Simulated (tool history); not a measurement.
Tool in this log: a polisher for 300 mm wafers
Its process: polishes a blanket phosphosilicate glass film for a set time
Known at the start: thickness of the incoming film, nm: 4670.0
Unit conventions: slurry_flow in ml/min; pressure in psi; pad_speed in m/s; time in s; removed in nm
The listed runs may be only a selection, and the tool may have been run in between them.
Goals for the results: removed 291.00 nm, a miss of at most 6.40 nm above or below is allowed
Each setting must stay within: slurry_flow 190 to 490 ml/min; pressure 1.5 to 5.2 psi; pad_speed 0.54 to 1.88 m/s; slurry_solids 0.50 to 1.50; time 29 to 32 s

run	day	slurry_flow	pressure	pad_speed	slurry_solids	time	removed
1	0.000	315	3.3	1.20	1.00	32	327.30
2	0.279	310	3.2	1.20	1.00	32	315.93
3	0.608	310	3.2	0.92	1.00	32	256.44
4	0.825	315	3.3	0.92	1.00	32	261.27
5	1.038	315	3.4	0.92	1.00	32	269.55
6	1.179	315	3.4	0.92	1.05	32	268.97
7	1.358	315	3.5	0.92	1.05	32	275.43
8	1.638	315	3.5	0.92	1.05	32	275.74
9	1.946	315	3.6	0.92	1.05	32	283.73

Which single option among these 4 for the next run brings every result within its allowed miss of target? Just one does.
A	2.254	385	3.3	1.08	0.95	30	?
B	2.254	360	3.9	0.94	1.00	29	?
C	2.254	330	3.3	1.00	1.05	31	?
D	2.254	265	4.0	0.92	1.00	32	?

move	removed
A	277.53
B	271.22
C	278.70
D	290.39
A: misses by more than the last run did
B: misses by more than the last run did
C: misses by more than the last run did
D: every result within its allowed miss
D meets every target.
